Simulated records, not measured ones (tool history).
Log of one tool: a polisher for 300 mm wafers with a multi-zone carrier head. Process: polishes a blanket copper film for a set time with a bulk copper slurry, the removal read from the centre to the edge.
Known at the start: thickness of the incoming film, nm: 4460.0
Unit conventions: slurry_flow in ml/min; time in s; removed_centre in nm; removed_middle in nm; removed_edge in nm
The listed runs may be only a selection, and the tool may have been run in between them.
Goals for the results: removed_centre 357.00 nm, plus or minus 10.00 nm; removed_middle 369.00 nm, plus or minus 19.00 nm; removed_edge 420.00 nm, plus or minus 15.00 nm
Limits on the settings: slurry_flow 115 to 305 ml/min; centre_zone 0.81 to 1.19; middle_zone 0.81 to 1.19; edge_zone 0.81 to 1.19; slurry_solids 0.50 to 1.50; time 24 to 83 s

run	hour	slurry_flow	centre_zone	middle_zone	edge_zone	slurry_solids	time	removed_centre	removed_middle	removed_edge
1	0.0	195	1.00	1.00	1.00	1.00	53	663.51	662.23	638.68
2	2.7	195	1.06	1.00	1.00	1.00	53	693.84	661.05	635.83
3	8.8	195	1.06	1.00	1.00	0.85	53	682.54	636.32	631.20
4	13.4	180	0.99	0.97	1.00	0.75	47	550.67	542.88	540.61
5	22.0	180	0.99	0.97	1.00	0.85	47	557.84	546.82	564.19
6	27.1	180	1.03	0.97	1.00	0.85	47	583.21	547.57	561.09
7	28.8	170	0.97	0.94	0.99	0.75	44	503.07	489.16	509.46
8	36.2	130	0.87	0.84	1.00	0.50	37	333.76	340.09	397.53
9	38.7	180	0.88	0.88	1.04	0.55	37	370.30	381.03	427.12
10	39.9	180	0.88	0.88	1.04	0.55	37	367.20	381.86	426.86
11	40.9	175	0.88	0.88	1.04	0.55	37	364.31	376.37	418.10

4 candidate next runs follow, results not yet known. Just one meets every target within its allowed miss. Identify it.
A	41.9	225	0.84	0.84	1.00	0.70	35	?	?	?
B	41.9	185	0.96	0.93	1.06	0.60	33	?	?	?
C	41.9	180	0.89	1.00	1.04	0.50	34	?	?	?
D	41.9	155	0.89	0.82	1.00	0.55	39	?	?	?

move	removed_centre	removed_middle	removed_edge
A	359.85	362.38	414.11
B	368.30	353.98	384.46
C	343.37	378.44	383.41
D	384.50	361.21	428.47
A: all results land within tolerance of their targets
B: further off than the last run
C: takes the result that was furthest off past its target
D: further off than the last run
A is the move that brings every result within its allowed miss.
